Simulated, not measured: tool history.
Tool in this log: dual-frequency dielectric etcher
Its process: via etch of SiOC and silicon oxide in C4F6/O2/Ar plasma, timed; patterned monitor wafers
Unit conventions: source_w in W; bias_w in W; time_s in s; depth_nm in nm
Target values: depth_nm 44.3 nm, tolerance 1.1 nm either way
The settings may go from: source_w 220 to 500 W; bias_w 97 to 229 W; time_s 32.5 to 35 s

| run | day | source_w | bias_w | time_s | depth_nm |
|---|---|---|---|---|---|
| 1 | 0 | 360 | 163 | 35 | 40.305 |
| 2 | 0.108 | 360 | 163 | 32.5 | 37.257 |
| 3 | 0.462 | 380 | 166 | 32.5 | 38.243 |
| 4 | 0.779 | 390 | 171 | 32.5 | 39.025 |
| 5 | 1.054 | 400 | 175 | 32.5 | 39.769 |
| 6 | 1.396 | 400 | 156 | 32.5 | 37.976 |
| 7 | 1.717 | 410 | 162 | 32.5 | 38.822 |
| 8 | 1.8 | 420 | 167 | 32.5 | 39.494 |
| 9 | 1.988 | 430 | 171 | 32.5 | 40.325 |
| 10 | 2.346 | 440 | 174 | 32.5 | 40.771 |
| 11 | 2.675 | 440 | 177 | 32.5 | 41.077 |
| 12 | 2.746 | 440 | 180 | 32.5 | 41.354 |
| 13 | 2.858 | 440 | 180 | 32.5 | 41.487 |
| 14 | 2.883 | 440 | 182 | 32.5 | 41.513 |
| 15 | 2.946 | 440 | 184 | 32.5 | 42.037 |
| 16 | 3.208 | 440 | 185 | 32.5 | 41.842 |
| 17 | 3.396 | 440 | 187 | 32.5 | 42.118 |
| 18 | 3.567 | 440 | 188 | 32.5 | 42.365 |
| 19 | 3.838 | 440 | 188 | 32.5 | 42.031 |
| 20 | 3.904 | 440 | 189 | 32.5 | 42.038 |
| 21 | 4.162 | 450 | 190 | 32.5 | 42.502 |
| 22 | 4.429 | 450 | 191 | 32.5 | 42.708 |
| 23 | 4.667 | 450 | 192 | 32.5 | 42.628 |
| 24 | 4.942 | 450 | 193 | 32.5 | 42.78 |
| 25 | 5.183 | 450 | 194 | 32.5 | 42.762 |

Consider the 4 candidate settings below. Which is the only one whose results all fall within their allowed miss of target?
| A | 5.425 | 440 | 172 | 32.5 | ? |
| B | 5.425 | 440 | 185 | 34.5 | ? |
| C | 5.425 | 460 | 203 | 35 | ? |
| D | 5.425 | 400 | 196 | 32.5 | ? |

| move | depth_nm |
|---|---|
| A | 40.614 |
| B | 44.386 |
| C | 47.373 |
| D | 41.579 |
A: moves away from the targets compared with the last run
B: all results in spec
C: takes the biggest miss from the last run beyond its target
D: moves away from the targets compared with the last run
B is the move that brings every result within its allowed miss.
